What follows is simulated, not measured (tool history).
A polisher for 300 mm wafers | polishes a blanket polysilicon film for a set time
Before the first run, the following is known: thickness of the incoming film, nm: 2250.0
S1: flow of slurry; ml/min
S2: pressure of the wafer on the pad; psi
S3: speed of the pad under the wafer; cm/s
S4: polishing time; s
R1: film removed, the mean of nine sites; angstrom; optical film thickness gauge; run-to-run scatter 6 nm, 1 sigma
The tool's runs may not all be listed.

{"run": 1, "hour": 0.0, "S1": 235, "S2": 1.7, "S3": 126, "S4": 117, "R1": 8555.0}
{"run": 2, "hour": 3.1, "S1": 180, "S2": 1.7, "S3": 126, "S4": 117, "R1": 8382.1}
{"run": 3, "hour": 5.3, "S1": 180, "S2": 1.7, "S3": 126, "S4": 122, "R1": 8689.0}
{"run": 4, "hour": 7.2, "S1": 195, "S2": 1.7, "S3": 126, "S4": 122, "R1": 8742.8}
{"run": 5, "hour": 16.1, "S1": 205, "S2": 1.7, "S3": 126, "S4": 122, "R1": 8854.2}
{"run": 6, "hour": 23.7, "S1": 205, "S2": 1.7, "S3": 96, "S4": 122, "R1": 7225.8}
{"run": 7, "hour": 26.4, "S1": 215, "S2": 1.8, "S3": 96, "S4": 122, "R1": 7594.4}

Forecast run 8:
{"run": 8, "hour": 35.3, "S1": 220, "S2": 1.9, "S3": 96, "S4": 122, "R1": "?"}

{"run 8": {"R1": 8151.0}}
